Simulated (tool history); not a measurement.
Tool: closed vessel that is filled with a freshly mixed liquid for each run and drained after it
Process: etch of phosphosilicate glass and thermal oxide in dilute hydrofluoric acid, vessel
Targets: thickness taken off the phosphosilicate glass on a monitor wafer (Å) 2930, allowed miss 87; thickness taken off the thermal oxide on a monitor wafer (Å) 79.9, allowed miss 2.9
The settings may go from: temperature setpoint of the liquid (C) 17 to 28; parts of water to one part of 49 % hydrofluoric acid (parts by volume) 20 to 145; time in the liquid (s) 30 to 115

run  hour  temperature setpoint of the liquid (C)  parts of water to one part of 49 % hydrofluoric acid (parts by volume)  time in the liquid (s)  thickness taken off the phosphosilicate glass on a monitor wafer (Å)  thickness taken off the thermal oxide on a monitor wafer (Å)
  1     0                                      20                                                                      80                      60                                                                932.81                                                        25.297
  2   4.4                                      22                                                                      65                      60                                                                1255.2                                                        33.807
  3     9                                      22                                                                      40                      60                                                                2079.3                                                        57.349
  4  11.5                                      22                                                                      65                      60                                                                1269.9                                                        34.089
  5  19.1                                    22.5                                                                      55                      60                                                                1536.8                                                        41.958
  6  25.8                                    22.5                                                                      55                      80                                                                2041.8                                                        55.557
  7  28.6                                    23.5                                                                      50                      80                                                                2354.8                                                        64.488
     36.9  -- hydrofluoric acid flow meter replaced
  8  36.9                                    24.5                                                                      50                      80                                                                2685.7                                                        72.056
  9  44.5                                      25                                                                      50                      80                                                                2723.6                                                        75.803
 10  46.3                                    25.5                                                                      50                      80                                                                2798.8                                                        76.767

Which of these 4 next moves meets every target?
  A  48.1                                    25.5                                                                      40                      60                                                                     ?                                                             ?
  B  48.1                                    25.5                                                                      70                     110                                                                     ?                                                             ?
  C  48.1                                      25                                                                      55                      90                                                                     ?                                                             ?
  D  48.1                                      24                                                                      40                      70                                                                     ?                                                             ?

move  thickness taken off the phosphosilicate glass on a monitor wafer (Å)  thickness taken off the thermal oxide on a monitor wafer (Å)
   A                                                                2677.7                                                        73.501
   B                                                                2692.6                                                         73.91
   C                                                                2803.8                                                        76.963
   D                                                                2936.5                                                        80.606
A: further off than the last run
B: further off than the last run
C: as far off as the last run
D: meets every target
Move D is the one to make.
